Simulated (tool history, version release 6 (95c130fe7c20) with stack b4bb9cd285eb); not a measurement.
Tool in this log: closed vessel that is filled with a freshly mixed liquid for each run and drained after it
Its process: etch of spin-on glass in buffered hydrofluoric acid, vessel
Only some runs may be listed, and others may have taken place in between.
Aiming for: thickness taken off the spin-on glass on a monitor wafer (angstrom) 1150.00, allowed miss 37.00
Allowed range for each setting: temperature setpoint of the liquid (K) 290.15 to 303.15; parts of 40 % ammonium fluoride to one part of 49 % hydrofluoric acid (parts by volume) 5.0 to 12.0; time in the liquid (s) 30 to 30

run    day  temperature setpoint of the liquid (K)  parts of 40 % ammonium fluoride to one part of 49 % hydrofluoric acid (parts by volume)  time in the liquid (s)  thickness taken off the spin-on glass on a monitor wafer (angstrom)
  1  0.000                                  295.15                                                                                      7.0                      30                                                               884.38
  2  0.354                                  297.15                                                                                      7.0                      30                                                              1005.90
  3  0.629                                  297.65                                                                                      7.0                      30                                                              1006.50
  4  0.788                                  295.65                                                                                      7.0                      30                                                               928.25
  5  1.000                                  295.65                                                                                      7.0                      30                                                               924.28
  6  1.254                                  296.65                                                                                      7.0                      30                                                               985.61
  7  1.367                                  297.15                                                                                      7.0                      30                                                               996.84
  8  1.658                                  297.65                                                                                      7.0                      30                                                              1026.30
  9  1.700                                  298.15                                                                                      7.0                      30                                                              1038.90
 10  1.975                                  298.65                                                                                      7.0                      30                                                              1082.80

Of the 4 settings listed for the next run, only one would bring every result within its allowed miss of target. Which one?
  A  2.250                                  297.65                                                                                      6.5                      30                                                                    ?
  B  2.250                                  298.65                                                                                      6.5                      30                                                                    ?
  C  2.250                                  297.15                                                                                      6.5                      30                                                                    ?
  D  2.250                                  299.65                                                                                      7.5                      30                                                                    ?

move  thickness taken off the spin-on glass on a monitor wafer (angstrom)
   A                                                              1102.00
   B                                                              1163.20
   C                                                              1072.50
   D                                                              1068.50
A: nearer the targets than the last run, but a result is still out of spec
B: hits every target within its allowed miss
C: its largest miss is bigger than the last run's
D: its largest miss is bigger than the last run's
So the answer is move B, the one that meets all the targets.
